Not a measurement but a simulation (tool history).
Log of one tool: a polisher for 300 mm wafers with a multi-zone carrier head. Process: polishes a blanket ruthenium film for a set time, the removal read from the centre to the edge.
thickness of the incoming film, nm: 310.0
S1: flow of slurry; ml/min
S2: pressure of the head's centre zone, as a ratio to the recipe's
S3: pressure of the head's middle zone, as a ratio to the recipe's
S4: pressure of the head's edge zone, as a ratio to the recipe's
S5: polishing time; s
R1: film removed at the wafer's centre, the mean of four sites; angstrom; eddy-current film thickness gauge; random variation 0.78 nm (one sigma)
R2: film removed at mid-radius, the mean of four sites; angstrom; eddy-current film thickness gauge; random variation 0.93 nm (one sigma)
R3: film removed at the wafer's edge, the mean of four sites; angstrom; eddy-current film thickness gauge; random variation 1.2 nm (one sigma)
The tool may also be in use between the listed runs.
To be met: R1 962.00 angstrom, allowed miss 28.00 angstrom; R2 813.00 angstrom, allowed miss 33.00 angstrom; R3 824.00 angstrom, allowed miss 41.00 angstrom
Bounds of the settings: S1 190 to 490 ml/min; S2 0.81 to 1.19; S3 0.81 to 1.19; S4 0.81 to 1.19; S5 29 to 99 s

Run 1, hour 0.0: S1 315 ml/min, S2 1.00, S3 1.00, S4 1.00, S5 64 s. Result: R1 928.51 angstrom, R2 940.30 angstrom, R3 978.61 angstrom.
Run 2, hour 7.5: S1 315 ml/min, S2 1.00, S3 1.00, S4 1.07, S5 64 s. Result: R1 938.04 angstrom, R2 956.11 angstrom, R3 984.19 angstrom.
Run 3, hour 9.0: S1 280 ml/min, S2 1.00, S3 1.00, S4 1.07, S5 64 s. Result: R1 928.79 angstrom, R2 953.67 angstrom, R3 1011.40 angstrom.
Run 4, hour 16.4: S1 340 ml/min, S2 1.00, S3 1.00, S4 1.07, S5 64 s. Result: R1 955.00 angstrom, R2 971.78 angstrom, R3 992.42 angstrom.
Run 5, hour 20.7: S1 355 ml/min, S2 1.01, S3 0.99, S4 1.06, S5 63 s. Result: R1 943.11 angstrom, R2 954.79 angstrom, R3 993.53 angstrom.
Run 6, hour 27.9: S1 360 ml/min, S2 1.03, S3 0.99, S4 1.04, S5 62 s. Result: R1 946.24 angstrom, R2 919.60 angstrom, R3 962.22 angstrom.
Run 7, hour 29.6: S1 370 ml/min, S2 1.04, S3 1.00, S4 1.03, S5 61 s. Result: R1 947.38 angstrom, R2 922.46 angstrom, R3 945.10 angstrom.
Run 8, hour 38.0: S1 380 ml/min, S2 1.05, S3 1.00, S4 1.02, S5 60 s. Result: R1 934.08 angstrom, R2 904.39 angstrom, R3 925.62 angstrom.
Run 9, hour 43.9: S1 385 ml/min, S2 1.06, S3 1.00, S4 1.01, S5 59 s. Result: R1 929.27 angstrom, R2 891.61 angstrom, R3 907.71 angstrom.
Run 10, hour 52.5: S1 390 ml/min, S2 1.07, S3 1.00, S4 1.00, S5 59 s. Result: R1 931.26 angstrom, R2 906.95 angstrom, R3 924.16 angstrom.
Run 11, hour 60.4: S1 300 ml/min, S2 1.17, S3 0.92, S4 0.90, S5 55 s. Result: R1 907.72 angstrom, R2 754.74 angstrom, R3 769.46 angstrom.
Run 12, hour 68.1: S1 305 ml/min, S2 1.17, S3 0.93, S4 0.91, S5 55 s. Result: R1 899.60 angstrom, R2 771.36 angstrom, R3 793.95 angstrom.
Run 13, hour 69.7: S1 310 ml/min, S2 1.17, S3 0.93, S4 0.91, S5 55 s. Result: R1 904.77 angstrom, R2 775.13 angstrom, R3 787.33 angstrom.

4 next moves are on the table. One of them brings every result within its allowed miss. Which?
Run A, hour 71.3: S1 395 ml/min, S2 1.15, S3 0.91, S4 0.86, S5 58 s. Result: R1 ?, R2 ?, R3 ?.
Run B, hour 71.3: S1 315 ml/min, S2 1.05, S3 1.04, S4 0.87, S5 52 s. Result: R1 ?, R2 ?, R3 ?.
Run C, hour 71.3: S1 300 ml/min, S2 1.13, S3 1.00, S4 0.82, S5 55 s. Result: R1 ?, R2 ?, R3 ?.
Run D, hour 71.3: S1 300 ml/min, S2 1.19, S3 0.85, S4 0.88, S5 58 s. Result: R1 ?, R2 ?, R3 ?.

move      R1      R2      R3
   A  954.50  817.23  839.76
   B  786.11  808.15  747.06
   C  876.04  823.88  768.04
   D  960.69  758.56  837.56
A: meets every target
B: further off than the last run
C: further off than the last run
D: brings the result that was furthest off to its target, and leaves another outside
Move A is the one to make.
